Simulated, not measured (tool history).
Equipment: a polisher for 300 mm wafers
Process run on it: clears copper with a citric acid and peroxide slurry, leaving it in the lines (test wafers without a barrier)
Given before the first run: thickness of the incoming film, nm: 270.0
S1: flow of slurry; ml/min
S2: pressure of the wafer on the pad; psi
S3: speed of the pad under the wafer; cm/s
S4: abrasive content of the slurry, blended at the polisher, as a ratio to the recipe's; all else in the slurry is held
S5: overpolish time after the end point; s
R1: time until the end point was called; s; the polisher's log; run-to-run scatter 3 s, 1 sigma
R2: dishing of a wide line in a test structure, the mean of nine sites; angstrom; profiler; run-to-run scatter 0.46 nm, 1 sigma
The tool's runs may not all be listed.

Run 1, day 0: S1 190 ml/min, S2 2.7 psi, S3 132 cm/s, S4 1, S5 21 s. Result: R1 110.94 s, R2 311.18 angstrom.
Run 2, day 0.292: S1 190 ml/min, S2 2.7 psi, S3 132 cm/s, S4 1, S5 28 s. Result: R1 106.63 s, R2 374.98 angstrom.
Run 3, day 0.562: S1 190 ml/min, S2 2.7 psi, S3 132 cm/s, S4 1.1, S5 28 s. Result: R1 108.9 s, R2 383 angstrom.
Run 4, day 0.925: S1 190 ml/min, S2 2.7 psi, S3 132 cm/s, S4 0.95, S5 28 s. Result: R1 108.59 s, R2 372.84 angstrom.
Run 5, day 0.967: S1 190 ml/min, S2 2.7 psi, S3 132 cm/s, S4 1.1, S5 28 s. Result: R1 109.4 s, R2 387.99 angstrom.
Run 6, day 1.004: S1 190 ml/min, S2 2.5 psi, S3 130 cm/s, S4 1.1, S5 26 s. Result: R1 117.33 s, R2 344.65 angstrom.

What does the tool deliver on the next run?
Run 7, day 1.2: S1 190 ml/min, S2 2.5 psi, S3 130 cm/s, S4 1.1, S5 26 s. Result: R1 ?, R2 ?.

{"run 7": {"R1": 110.78, "R2": 343.46}}
